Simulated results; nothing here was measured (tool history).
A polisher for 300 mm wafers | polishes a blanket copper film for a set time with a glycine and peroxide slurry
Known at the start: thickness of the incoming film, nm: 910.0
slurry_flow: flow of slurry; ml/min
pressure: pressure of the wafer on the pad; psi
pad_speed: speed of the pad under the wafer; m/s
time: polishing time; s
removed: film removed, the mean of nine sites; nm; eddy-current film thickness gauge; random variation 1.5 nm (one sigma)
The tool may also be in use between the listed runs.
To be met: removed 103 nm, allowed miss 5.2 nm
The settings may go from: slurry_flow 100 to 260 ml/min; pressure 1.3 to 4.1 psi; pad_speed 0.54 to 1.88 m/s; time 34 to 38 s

{"run": 1, "day": 0.0, "slurry_flow": 165, "pressure": 2.7, "pad_speed": 1.2, "time": 38, "removed": 211.28}
{"run": 2, "day": 0.246, "slurry_flow": 165, "pressure": 2.2, "pad_speed": 1.2, "time": 38, "removed": 173.79}
{"run": 3, "day": 0.446, "slurry_flow": 140, "pressure": 2.2, "pad_speed": 1.2, "time": 38, "removed": 173.83}
{"run": 4, "day": 0.554, "slurry_flow": 140, "pressure": 2.2, "pad_speed": 1.36, "time": 38, "removed": 187.37}
{"run": 5, "day": 0.742, "slurry_flow": 140, "pressure": 2.2, "pad_speed": 1.36, "time": 38, "removed": 198.5}
{"run": 6, "day": 0.992, "slurry_flow": 140, "pressure": 2.1, "pad_speed": 1.32, "time": 38, "removed": 182.68}
{"run": 7, "day": 1.217, "slurry_flow": 140, "pressure": 2, "pad_speed": 1.28, "time": 38, "removed": 174.95}
{"run": 8, "day": 1.3, "slurry_flow": 140, "pressure": 1.9, "pad_speed": 1.22, "time": 38, "removed": 159.46}
{"run": 9, "day": 1.392, "slurry_flow": 140, "pressure": 1.8, "pad_speed": 1.18, "time": 38, "removed": 150.83}
{"run": 10, "day": 1.604, "slurry_flow": 140, "pressure": 1.8, "pad_speed": 1.14, "time": 38, "removed": 141.71}
{"run": 11, "day": 1.671, "slurry_flow": 140, "pressure": 1.7, "pad_speed": 1.12, "time": 38, "removed": 134.21}
{"run": 12, "day": 1.975, "slurry_flow": 140, "pressure": 1.7, "pad_speed": 1.1, "time": 38, "removed": 136.03}
{"run": 13, "day": 2.221, "slurry_flow": 140, "pressure": 1.7, "pad_speed": 1.08, "time": 38, "removed": 135.17}
{"run": 14, "day": 2.321, "slurry_flow": 140, "pressure": 1.3, "pad_speed": 0.86, "time": 37, "removed": 90.216}

Which of these 4 next moves meets every target?
{"run": "A", "day": 2.421, "slurry_flow": 180, "pressure": 1.3, "pad_speed": 0.88, "time": 38, "removed": "?"}
{"run": "B", "day": 2.421, "slurry_flow": 130, "pressure": 1.5, "pad_speed": 1, "time": 38, "removed": "?"}
{"run": "C", "day": 2.421, "slurry_flow": 125, "pressure": 1.3, "pad_speed": 0.94, "time": 34, "removed": "?"}
{"run": "D", "day": 2.421, "slurry_flow": 140, "pressure": 1.5, "pad_speed": 1.14, "time": 36, "removed": "?"}

move=A removed=102.33
move=B removed=115.78
move=C removed=90.165
move=D removed=121.5
A: meets every target
B: takes the result that was furthest off past its target
C: as far off as the last run
D: takes the result that was furthest off past its target
The right move is A.

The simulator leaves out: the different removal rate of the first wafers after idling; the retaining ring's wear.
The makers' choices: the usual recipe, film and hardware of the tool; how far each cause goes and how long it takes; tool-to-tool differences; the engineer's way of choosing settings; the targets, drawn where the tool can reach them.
